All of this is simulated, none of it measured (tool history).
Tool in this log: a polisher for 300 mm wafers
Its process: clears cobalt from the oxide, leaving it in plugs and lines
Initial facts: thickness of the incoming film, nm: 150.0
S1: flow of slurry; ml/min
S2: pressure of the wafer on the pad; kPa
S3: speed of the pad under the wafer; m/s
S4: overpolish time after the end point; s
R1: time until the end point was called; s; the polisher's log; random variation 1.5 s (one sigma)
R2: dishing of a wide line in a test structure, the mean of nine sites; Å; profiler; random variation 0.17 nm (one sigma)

{"run": 1, "day": 0.0, "S1": 130, "S2": 10.3, "S3": 0.84, "S4": 11, "R1": 49.484, "R2": 251.09}
{"run": 2, "day": 0.083, "S1": 130, "S2": 10.3, "S3": 0.84, "S4": 16, "R1": 51.804, "R2": 319.07}
{"run": 3, "day": 0.325, "S1": 140, "S2": 10.3, "S3": 0.84, "S4": 16, "R1": 49.629, "R2": 333.93}
{"run": 4, "day": 0.504, "S1": 140, "S2": 9, "S3": 0.84, "S4": 16, "R1": 55.958, "R2": 297.07}
{"run": 5, "day": 0.571, "S1": 145, "S2": 8.3, "S3": 0.8, "S4": 13, "R1": 63.489, "R2": 242.96}
{"day": 0.638, "done": "head pressure recalibrated"}
{"run": 6, "day": 0.638, "S1": 145, "S2": 8.3, "S3": 0.8, "S4": 10, "R1": 67.867, "R2": 181.27}
{"run": 7, "day": 0.946, "S1": 160, "S2": 7.6, "S3": 0.82, "S4": 8, "R1": 72.097, "R2": 147.09}
{"run": 8, "day": 1.2, "S1": 170, "S2": 6.9, "S3": 0.86, "S4": 7, "R1": 76.345, "R2": 126.19}

The next listed run, before its measurement:
{"run": 9, "day": 1.562, "S1": 175, "S2": 6.2, "S3": 0.9, "S4": 6, "R1": "?", "R2": "?"}

Run 9 measured R1 74.944 s, R2 105.45 Å.
